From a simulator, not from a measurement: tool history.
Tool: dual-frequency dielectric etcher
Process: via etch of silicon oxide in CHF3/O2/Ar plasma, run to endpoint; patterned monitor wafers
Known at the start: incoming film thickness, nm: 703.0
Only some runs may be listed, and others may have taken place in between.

run	day	source power (W)	bias power (W)	endpoint time (s)
1	0.000	760	154	324.83
2	0.117	810	154	315.97
3	0.208	850	157	314.19
4	0.450	850	130	331.66
5	0.650	850	153	316.88
6	0.800	980	153	304.22
7	0.967	1000	159	299.83
8	1.104	1010	164	295.22
9	1.471	1020	168	290.85

What does the tool deliver on the next run?
10	1.596	1030	170	?

Run 10 produced endpoint time (s) 289.16.
